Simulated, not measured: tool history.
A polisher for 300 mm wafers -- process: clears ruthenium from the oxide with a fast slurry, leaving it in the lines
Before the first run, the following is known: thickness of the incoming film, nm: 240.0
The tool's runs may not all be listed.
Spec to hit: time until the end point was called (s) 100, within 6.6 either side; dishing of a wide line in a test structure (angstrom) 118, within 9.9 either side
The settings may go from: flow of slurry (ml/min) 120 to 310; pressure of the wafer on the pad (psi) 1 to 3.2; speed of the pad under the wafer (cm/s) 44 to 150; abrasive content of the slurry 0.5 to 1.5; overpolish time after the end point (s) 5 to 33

run  hour  flow of slurry (ml/min)  pressure of the wafer on the pad (psi)  speed of the pad under the wafer (cm/s)  abrasive content of the slurry  overpolish time after the end point (s)  time until the end point was called (s)  dishing of a wide line in a test structure (angstrom)
  1     0                      200                                     2.1                                       96                               1                                       17                                   89.142                                                 341.17
  2   6.7                      200                                     1.8                                       96                               1                                       17                                   103.04                                                 305.27
  3   8.8                      200                                       2                                       86                               1                                       14                                   101.13                                                 264.24
  4    17                      220                                       2                                       86                               1                                       14                                   101.47                                                 265.85
  5  24.4                      240                                       2                                       86                               1                                       14                                   98.327                                                 264.13
  6  27.9                      240                                       2                                       98                               1                                       14                                   88.194                                                 290.79
  7  29.2                      260                                     1.9                                      100                            0.85                                       12                                   100.99                                                 223.57
  8  34.5                      310                                     2.1                                      110                             0.6                                        5                                   119.02                                                 80.548
  9  35.4                      300                                     2.1                                      110                             0.6                                        6                                   121.73                                                 94.337
 10    37                      295                                     2.2                                      112                             0.6                                        6                                   114.43                                                 103.86
 11  42.3                      295                                     2.2                                      112                             0.6                                        6                                   117.24                                                 102.63
 12  46.8                      295                                     2.3                                      114                             0.6                                        6                                   108.04                                                 111.56

Which single option among these 5 for the next run brings every result within its allowed miss of target? Just one does.
  A  51.3                      295                                     2.5                                      114                             0.7                                        5                                        ?                                                      ?
  B  51.3                      285                                     2.2                                      128                             0.6                                        6                                        ?                                                      ?
  C  51.3                      310                                     2.5                                      102                             0.6                                        8                                        ?                                                      ?
  D  51.3                      300                                     2.2                                      124                            0.75                                        5                                        ?                                                      ?
  E  51.3                      230                                     2.4                                      128                             0.5                                        8                                        ?                                                      ?

move  time until the end point was called (s)  dishing of a wide line in a test structure (angstrom)
   A                                   84.078                                                  119.9
   B                                   103.52                                                 116.94
   C                                   110.95                                                 144.61
   D                                   82.338                                                 122.37
   E                                   130.06                                                 123.91
A: carries the result that was furthest off beyond its target, to the other side
B: all results in spec
C: lands further from the targets than the last run did
D: carries the result that was furthest off beyond its target, to the other side
E: lands further from the targets than the last run did
The right move is B.

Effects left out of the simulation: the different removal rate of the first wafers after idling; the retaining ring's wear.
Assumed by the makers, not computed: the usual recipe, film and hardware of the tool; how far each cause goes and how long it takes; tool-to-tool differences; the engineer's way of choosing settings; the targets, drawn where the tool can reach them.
